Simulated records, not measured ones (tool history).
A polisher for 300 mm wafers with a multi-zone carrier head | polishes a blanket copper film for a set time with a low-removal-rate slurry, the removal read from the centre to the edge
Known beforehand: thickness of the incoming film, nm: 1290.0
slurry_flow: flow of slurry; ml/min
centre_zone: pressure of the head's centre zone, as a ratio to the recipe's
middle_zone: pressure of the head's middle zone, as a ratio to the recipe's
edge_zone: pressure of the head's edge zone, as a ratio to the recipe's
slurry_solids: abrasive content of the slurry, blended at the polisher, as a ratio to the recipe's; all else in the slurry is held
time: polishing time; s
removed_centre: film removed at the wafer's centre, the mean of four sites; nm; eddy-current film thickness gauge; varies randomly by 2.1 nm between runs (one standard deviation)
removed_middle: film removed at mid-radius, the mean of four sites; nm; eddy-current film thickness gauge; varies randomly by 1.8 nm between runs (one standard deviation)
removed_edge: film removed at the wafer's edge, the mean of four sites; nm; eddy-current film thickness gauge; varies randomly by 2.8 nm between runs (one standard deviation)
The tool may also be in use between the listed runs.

run  hour  slurry_flow  centre_zone  middle_zone  edge_zone  slurry_solids  time  removed_centre  removed_middle  removed_edge
  1   0.0          145         1.00         1.00       1.00           1.00    86          224.79          225.78        219.50
  2   1.9          155         1.02         1.01       1.01           1.00    86          228.60          229.37        219.45
  3   9.7          120         1.02         1.01       1.01           1.00    86          214.41          215.49        216.15
  4  17.1          120         1.02         1.01       1.01           0.80    86          206.86          207.36        205.84
  5  25.0           90         1.02         1.01       1.01           0.80    86          187.08          188.44        193.74
  6  30.0           90         1.02         1.05       1.01           0.80    86          187.27          193.49        194.07
  7  37.6          130         1.12         1.15       1.11           1.05    87          243.38          247.48        233.59
  8  43.9          140         1.13         1.14       1.11           1.05    87          247.84          248.46        236.42

Run 9, settings as shown, results not yet in. Your forecast:
  9  48.1          150         1.14         1.14       1.10           1.05    87               ?               ?             ?

Run 9 gave removed_centre 252.96 nm, removed_middle 256.55 nm, removed_edge 236.84 nm.

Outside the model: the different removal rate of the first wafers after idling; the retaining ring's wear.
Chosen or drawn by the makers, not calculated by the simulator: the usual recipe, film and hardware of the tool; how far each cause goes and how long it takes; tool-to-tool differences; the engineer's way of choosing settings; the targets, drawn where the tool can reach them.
